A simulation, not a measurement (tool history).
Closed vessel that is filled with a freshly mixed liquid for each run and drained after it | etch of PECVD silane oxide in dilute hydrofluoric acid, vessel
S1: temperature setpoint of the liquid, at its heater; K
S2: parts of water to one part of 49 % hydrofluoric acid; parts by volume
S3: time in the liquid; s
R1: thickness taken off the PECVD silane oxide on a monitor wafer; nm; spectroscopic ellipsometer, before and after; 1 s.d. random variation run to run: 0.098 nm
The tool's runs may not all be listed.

run 1 hour=0 | S1=296.15 S2=160 S3=30 | R1=5.0671
run 2 hour=4.7 | S1=298.15 S2=130 S3=30 | R1=6.8708
run 3 hour=8.4 | S1=301.65 S2=130 S3=30 | R1=7.8927
run 4 hour=14.6 | S1=301.65 S2=155 S3=30 | R1=6.4024
run 5 hour=19.3 | S1=302.15 S2=130 S3=30 | R1=7.9276
run 6 hour=28.6 | S1=302.15 S2=175 S3=30 | R1=5.5622
run 7 hour=34 | S1=302.65 S2=145 S3=30 | R1=7.2551

Run 8 is up next; what results do you expect?
run 8 hour=42.7 | S1=303.15 S2=125 S3=30 | R1=?

{"run 8": {"R1": 8.6555}}
